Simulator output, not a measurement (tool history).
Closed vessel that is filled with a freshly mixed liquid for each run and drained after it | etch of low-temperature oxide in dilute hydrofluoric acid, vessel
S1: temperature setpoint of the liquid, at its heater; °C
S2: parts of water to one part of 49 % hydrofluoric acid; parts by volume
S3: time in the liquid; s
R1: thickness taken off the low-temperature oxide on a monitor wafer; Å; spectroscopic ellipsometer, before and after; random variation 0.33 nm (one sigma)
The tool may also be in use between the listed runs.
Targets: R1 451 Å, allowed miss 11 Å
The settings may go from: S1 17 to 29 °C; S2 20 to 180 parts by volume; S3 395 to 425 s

run,hour,S1,S2,S3,R1
1,0,21,100,395,362.59
2,9.2,22,100,395,375.63
3,12.9,23,100,395,394.64
4,15.8,23.5,100,395,403.66
5,22.9,20.5,100,395,356.18
6,27.7,20.5,100,425,381.07
7,29.1,21,100,425,391.22
8,33.4,21.5,100,425,402.72

Which of these 4 next moves meets every target?
A,37.7,21,80,405,?
B,37.7,17.5,80,425,?
C,37.7,24.5,100,425,?
D,37.7,25,95,425,?

move,R1
A,475.45
B,429.89
C,450.21
D,486.41
A: takes the result that was furthest off past its target
B: nearer than the last run, and not there yet
C: meets every target
D: takes the result that was furthest off past its target
Move C is the one to make.
